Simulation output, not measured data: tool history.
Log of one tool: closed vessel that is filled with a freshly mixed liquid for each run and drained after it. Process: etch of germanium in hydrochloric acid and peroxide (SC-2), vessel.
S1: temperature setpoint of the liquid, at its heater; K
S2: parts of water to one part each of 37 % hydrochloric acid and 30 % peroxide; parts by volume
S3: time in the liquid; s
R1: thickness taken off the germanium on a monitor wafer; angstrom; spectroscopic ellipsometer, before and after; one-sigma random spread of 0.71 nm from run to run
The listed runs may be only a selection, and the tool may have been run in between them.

{"run": 1, "hour": 0.0, "S1": 328.15, "S2": 5.5, "S3": 100, "R1": 1390.2}
{"run": 2, "hour": 5.8, "S1": 328.15, "S2": 4.0, "S3": 100, "R1": 1399.5}
{"run": 3, "hour": 9.9, "S1": 326.65, "S2": 4.0, "S3": 100, "R1": 1342.0}
{"run": 4, "hour": 16.6, "S1": 326.65, "S2": 4.0, "S3": 100, "R1": 1346.9}
{"run": 5, "hour": 18.4, "S1": 326.65, "S2": 4.0, "S3": 105, "R1": 1426.0}
{"run": 6, "hour": 20.6, "S1": 326.65, "S2": 4.0, "S3": 100, "R1": 1338.4}
{"run": 7, "hour": 24.3, "S1": 325.15, "S2": 4.0, "S3": 100, "R1": 1283.4}
{"run": 8, "hour": 30.2, "S1": 324.15, "S2": 4.0, "S3": 100, "R1": 1240.5}
{"run": 9, "hour": 34.9, "S1": 323.15, "S2": 4.0, "S3": 100, "R1": 1197.1}
{"run": 10, "hour": 43.1, "S1": 322.15, "S2": 4.0, "S3": 100, "R1": 1155.4}
{"run": 11, "hour": 50.1, "S1": 321.65, "S2": 4.0, "S3": 100, "R1": 1140.4}
{"run": 12, "hour": 59.2, "S1": 321.15, "S2": 4.0, "S3": 100, "R1": 1125.4}
{"run": 13, "hour": 63.2, "S1": 320.65, "S2": 4.0, "S3": 100, "R1": 1105.4}

Predict the results of run 14:
{"run": 14, "hour": 64.6, "S1": 320.15, "S2": 4.0, "S3": 100, "R1": "?"}

{"run 14": {"R1": 1098.2}}
